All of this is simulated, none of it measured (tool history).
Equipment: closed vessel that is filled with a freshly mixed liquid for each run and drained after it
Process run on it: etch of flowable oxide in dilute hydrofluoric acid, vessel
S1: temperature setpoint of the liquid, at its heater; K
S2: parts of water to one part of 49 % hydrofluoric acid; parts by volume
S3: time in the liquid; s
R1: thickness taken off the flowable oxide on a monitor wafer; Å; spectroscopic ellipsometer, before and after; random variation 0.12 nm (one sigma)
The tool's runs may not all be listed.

run,day,S1,S2,S3,R1
1,0.000,293.15,255,180,178.04
2,0.079,293.15,180,180,272.01
3,0.446,292.65,195,180,243.76
4,0.638,292.65,195,140,188.39
5,0.842,292.65,110,140,371.29
6,0.921,292.65,175,140,212.18
7,1.129,292.15,180,140,205.35
8,1.458,291.65,185,140,195.82

What does the tool deliver on the next run?
9,1.667,290.15,270,140,?

For run 9 the tool returned R1 115.20 Å.
